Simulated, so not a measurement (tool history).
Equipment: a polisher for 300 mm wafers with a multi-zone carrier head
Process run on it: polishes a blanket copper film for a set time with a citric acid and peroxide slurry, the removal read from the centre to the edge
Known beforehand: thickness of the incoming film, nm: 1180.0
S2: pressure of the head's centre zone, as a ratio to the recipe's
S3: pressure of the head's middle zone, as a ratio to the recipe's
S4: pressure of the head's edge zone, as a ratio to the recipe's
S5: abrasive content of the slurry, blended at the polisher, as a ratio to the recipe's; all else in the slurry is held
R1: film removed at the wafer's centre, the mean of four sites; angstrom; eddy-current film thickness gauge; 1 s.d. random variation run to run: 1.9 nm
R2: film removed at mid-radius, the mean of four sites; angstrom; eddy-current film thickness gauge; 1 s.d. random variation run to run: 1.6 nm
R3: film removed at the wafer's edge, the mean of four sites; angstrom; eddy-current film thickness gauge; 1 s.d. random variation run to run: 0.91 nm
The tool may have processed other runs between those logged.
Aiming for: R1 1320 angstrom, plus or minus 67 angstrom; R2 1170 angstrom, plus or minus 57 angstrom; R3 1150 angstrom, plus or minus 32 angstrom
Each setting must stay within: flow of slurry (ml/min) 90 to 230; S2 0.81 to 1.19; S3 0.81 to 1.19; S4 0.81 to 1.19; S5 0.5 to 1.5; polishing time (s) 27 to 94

Run 1, hour 0: flow of slurry (ml/min) 150, S2 1, S3 1, S4 1, S5 1, polishing time (s) 60. Result: R1 2078.9 angstrom, R2 2065 angstrom, R3 2093.1 angstrom.
Run 2, hour 9: flow of slurry (ml/min) 145, S2 1.02, S3 0.99, S4 0.96, S5 0.85, polishing time (s) 53. Result: R1 1820.9 angstrom, R2 1730.3 angstrom, R3 1757.6 angstrom.
Run 3, hour 14.7: flow of slurry (ml/min) 145, S2 1.03, S3 0.99, S4 0.93, S5 0.75, polishing time (s) 48. Result: R1 1595.9 angstrom, R2 1521.6 angstrom, R3 1523.6 angstrom.
Run 4, hour 16.8: flow of slurry (ml/min) 145, S2 1.03, S3 1.02, S4 0.93, S5 0.75, polishing time (s) 48. Result: R1 1602.7 angstrom, R2 1560.8 angstrom, R3 1517.5 angstrom.
Run 5, hour 19.8: flow of slurry (ml/min) 140, S2 1.04, S3 1.01, S4 0.9, S5 0.7, polishing time (s) 46. Result: R1 1554.2 angstrom, R2 1440.9 angstrom, R3 1436.5 angstrom.
Run 6, hour 26.7: flow of slurry (ml/min) 140, S2 1.04, S3 1.01, S4 0.9, S5 0.85, polishing time (s) 46. Result: R1 1618.6 angstrom, R2 1523.2 angstrom, R3 1482 angstrom.
Run 7, hour 30.4: flow of slurry (ml/min) 135, S2 1.05, S3 1.01, S4 0.88, S5 0.75, polishing time (s) 44. Result: R1 1490.8 angstrom, R2 1399.4 angstrom, R3 1356.5 angstrom.
Run 8, hour 31.6: flow of slurry (ml/min) 130, S2 1.06, S3 1, S4 0.86, S5 0.7, polishing time (s) 44. Result: R1 1493.3 angstrom, R2 1364 angstrom, R3 1311.1 angstrom.
Run 9, hour 39: flow of slurry (ml/min) 130, S2 1.06, S3 1, S4 0.86, S5 0.7, polishing time (s) 44. Result: R1 1511.9 angstrom, R2 1364.2 angstrom, R3 1329.6 angstrom.
Run 10, hour 47.8: flow of slurry (ml/min) 125, S2 1.06, S3 1, S4 0.85, S5 0.65, polishing time (s) 43. Result: R1 1432.1 angstrom, R2 1276.8 angstrom, R3 1260.6 angstrom.

Which of these 4 next moves meets every target?
Run A, hour 56.6: flow of slurry (ml/min) 110, S2 1.07, S3 0.96, S4 0.81, S5 0.65, polishing time (s) 41. Result: R1 ?, R2 ?, R3 ?.
Run B, hour 56.6: flow of slurry (ml/min) 110, S2 1.07, S3 1.07, S4 0.88, S5 0.7, polishing time (s) 37. Result: R1 ?, R2 ?, R3 ?.
Run C, hour 56.6: flow of slurry (ml/min) 180, S2 1.01, S3 1.16, S4 0.83, S5 0.7, polishing time (s) 35. Result: R1 ?, R2 ?, R3 ?.
Run D, hour 56.6: flow of slurry (ml/min) 125, S2 1.14, S3 1.06, S4 0.81, S5 0.7, polishing time (s) 44. Result: R1 ?, R2 ?, R3 ?.

move      R1      R2      R3
   A  1310.5  1152.2  1168.9
   B  1201.1  1156.5  1109.1
   C  1168.5  1265.2  1077.4
   D  1559.9  1393.5  1290.6
A: meets every target
B: moves the result that the last run missed by most past its target, out the other side
C: moves the result that the last run missed by most past its target, out the other side
D: lands further from the targets than the last run did
So the answer is move A, the one that meets all the targets.
